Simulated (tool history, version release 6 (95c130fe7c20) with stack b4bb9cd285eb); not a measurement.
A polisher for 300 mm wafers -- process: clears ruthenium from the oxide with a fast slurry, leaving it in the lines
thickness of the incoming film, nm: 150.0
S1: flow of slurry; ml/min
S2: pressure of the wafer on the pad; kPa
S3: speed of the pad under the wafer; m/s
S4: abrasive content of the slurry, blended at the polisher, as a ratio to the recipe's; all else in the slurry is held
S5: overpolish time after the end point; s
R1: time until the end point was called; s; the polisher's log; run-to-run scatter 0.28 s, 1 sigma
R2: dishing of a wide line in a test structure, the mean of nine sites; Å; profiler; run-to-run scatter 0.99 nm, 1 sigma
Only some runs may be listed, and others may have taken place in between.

run 1 hour=0.0 | S1=265 S2=17.9 S3=1.16 S4=1.0 S5=28 | R1=32.823 R2=894.31
run 2 hour=5.1 | S1=265 S2=17.9 S3=1.16 S4=1.0 S5=27 | R1=33.551 R2=881.31
run 3 hour=5.9 | S1=265 S2=17.9 S3=0.96 S4=1.0 S5=27 | R1=38.017 R2=780.13
run 4 hour=6.5 | S1=270 S2=17.9 S3=0.96 S4=1.0 S5=27 | R1=38.646 R2=782.60
run 5 hour=8.1 | S1=270 S2=17.9 S3=1.20 S4=1.0 S5=27 | R1=32.079 R2=908.28
run 6 hour=12.8 | S1=270 S2=19.3 S3=1.20 S4=1.0 S5=27 | R1=29.898 R2=956.52
run 7 hour=14.7 | S1=270 S2=18.6 S3=1.20 S4=1.0 S5=26 | R1=30.560 R2=896.35

Run 8, settings as shown, results not yet in. Your forecast:
run 8 hour=20.2 | S1=270 S2=18.6 S3=1.20 S4=1.0 S5=26 | R1=? R2=?

{"run 8": {"R1": 30.946, "R2": 901.14}}
